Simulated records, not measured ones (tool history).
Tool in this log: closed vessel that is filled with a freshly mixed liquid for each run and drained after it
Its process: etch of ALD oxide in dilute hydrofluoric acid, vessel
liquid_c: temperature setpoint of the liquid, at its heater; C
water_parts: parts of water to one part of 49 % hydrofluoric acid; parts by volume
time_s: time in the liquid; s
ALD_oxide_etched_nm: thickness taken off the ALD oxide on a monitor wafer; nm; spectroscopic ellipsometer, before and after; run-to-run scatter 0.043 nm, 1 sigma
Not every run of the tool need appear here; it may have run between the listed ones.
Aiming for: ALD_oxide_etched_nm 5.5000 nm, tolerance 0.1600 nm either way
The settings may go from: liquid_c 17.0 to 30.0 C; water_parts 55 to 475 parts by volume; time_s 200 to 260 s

run  hour  liquid_c  water_parts  time_s  ALD_oxide_etched_nm
  1   0.0      22.0          265     260               8.2294
  2   8.6      22.0          265     260               8.1810
  3   9.5      21.0          275     260               7.5007
  4  10.7      20.5          280     260               7.1922
  5  14.9      20.0          285     260               6.8425
  6  16.8      20.0          285     260               6.8820
  7  18.4      19.5          290     260               6.6505
  8  24.3      19.0          295     260               6.3208

Pick the move, out of 5, that brings all results within their allowed miss; only one does.
  A  30.2      19.5          290     230                    ?
  B  30.2      21.0          320     250                    ?
  C  30.2      18.0          275     225                    ?
  D  30.2      18.0          300     220                    ?
  E  30.2      20.0          295     215                    ?

move  ALD_oxide_etched_nm
   A               5.8204
   B               5.8940
   C               5.7523
   D               5.0457
   E               5.4235
A: moves toward the targets from the last run without getting all of them in spec
B: moves toward the targets from the last run without getting all of them in spec
C: moves toward the targets from the last run without getting all of them in spec
D: carries the result that was furthest off beyond its target, to the other side
E: meets every target
Answer: E

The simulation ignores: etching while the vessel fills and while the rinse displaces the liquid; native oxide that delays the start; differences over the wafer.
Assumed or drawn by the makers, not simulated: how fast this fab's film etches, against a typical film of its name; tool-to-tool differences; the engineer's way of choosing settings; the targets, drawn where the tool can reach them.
